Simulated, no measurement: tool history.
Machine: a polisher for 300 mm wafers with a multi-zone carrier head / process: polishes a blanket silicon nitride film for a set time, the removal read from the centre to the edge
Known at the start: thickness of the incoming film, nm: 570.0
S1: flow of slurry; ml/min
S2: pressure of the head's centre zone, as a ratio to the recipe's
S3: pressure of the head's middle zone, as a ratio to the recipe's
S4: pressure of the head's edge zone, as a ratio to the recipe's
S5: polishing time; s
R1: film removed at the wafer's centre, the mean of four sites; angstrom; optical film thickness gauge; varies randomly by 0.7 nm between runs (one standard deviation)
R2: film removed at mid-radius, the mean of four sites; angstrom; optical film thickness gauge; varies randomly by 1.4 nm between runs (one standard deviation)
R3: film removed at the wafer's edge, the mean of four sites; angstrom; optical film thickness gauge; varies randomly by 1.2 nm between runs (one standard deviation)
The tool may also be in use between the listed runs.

run	hour	S1	S2	S3	S4	S5	R1	R2	R3
1	0	300	1	1	1	51	747.57	768.49	777.17
2	0.6	310	1.04	1.03	1.03	53	814.54	819.6	826.25
3	7.1	320	1.07	1.06	1.06	54	863.5	839.29	836.97
4	13.9	320	1.07	1	1.06	54	849.05	809.21	863.67
5	18.9	320	1.07	1	1.03	54	848.99	801.96	853.49
6	21.6	365	1.07	1	1.03	54	853.48	807.36	847.05

Expected results for the next run?
7	22.5	365	1.08	1.02	1.04	56	?	?	?

R1: 900.29 angstrom
R2: 879.22 angstrom
R3: 917.45 angstrom

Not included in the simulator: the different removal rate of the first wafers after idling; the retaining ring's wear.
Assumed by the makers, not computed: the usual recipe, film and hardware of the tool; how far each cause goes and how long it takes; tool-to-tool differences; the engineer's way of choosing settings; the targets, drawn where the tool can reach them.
